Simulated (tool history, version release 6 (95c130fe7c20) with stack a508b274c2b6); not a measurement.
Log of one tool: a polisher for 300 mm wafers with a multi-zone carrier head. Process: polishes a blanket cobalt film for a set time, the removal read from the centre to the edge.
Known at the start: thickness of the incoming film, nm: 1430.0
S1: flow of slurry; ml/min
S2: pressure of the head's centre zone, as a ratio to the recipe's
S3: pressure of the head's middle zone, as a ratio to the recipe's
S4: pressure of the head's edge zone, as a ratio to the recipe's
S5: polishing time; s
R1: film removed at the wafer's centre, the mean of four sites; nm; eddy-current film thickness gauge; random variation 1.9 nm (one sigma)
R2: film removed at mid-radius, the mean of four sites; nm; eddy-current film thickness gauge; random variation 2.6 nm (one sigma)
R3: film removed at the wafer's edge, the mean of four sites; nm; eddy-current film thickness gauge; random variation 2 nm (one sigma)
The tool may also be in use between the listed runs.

run	hour	S1	S2	S3	S4	S5	R1	R2	R3
1	0	135	1	1	1	90	310.18	314.71	319.95
2	8	135	1	1.01	0.97	83	288.15	294.01	285.32
3	13.9	135	1.05	1.01	0.97	83	298.76	298.52	283.08
4	18.9	130	1.04	1.01	0.95	79	280.23	281.13	267.03
5	25.9	130	1.04	1.01	1.02	79	285.73	281.84	283.89
6	31.8	130	1.03	1	0.99	75	262.55	265	257.38
7	35.3	130	1.02	0.98	0.96	73	255.94	251.61	253.41
8	39.5	125	1.02	0.98	0.94	70	243.3	237.2	237.08
9	41.9	120	1.01	0.99	0.92	69	228.27	236.82	228.38
10	46.8	115	1.02	0.99	0.9	68	227.13	233.62	224.61
11	48.4	115	1.02	0.99	0.89	66	217.36	225.22	216.5
12	51.1	115	1.03	0.99	0.88	65	219.82	223.59	209.88
13	57.6	110	1.03	0.99	0.87	65	220.53	216.11	207.13
14	65.8	105	1.03	1	0.86	65	208.87	221.61	202.56

Forecast run 15:
15	67.9	105	1.03	1	0.85	65	?	?	?

{"run 15": {"R1": 215.16, "R2": 215.81, "R3": 206.31}}
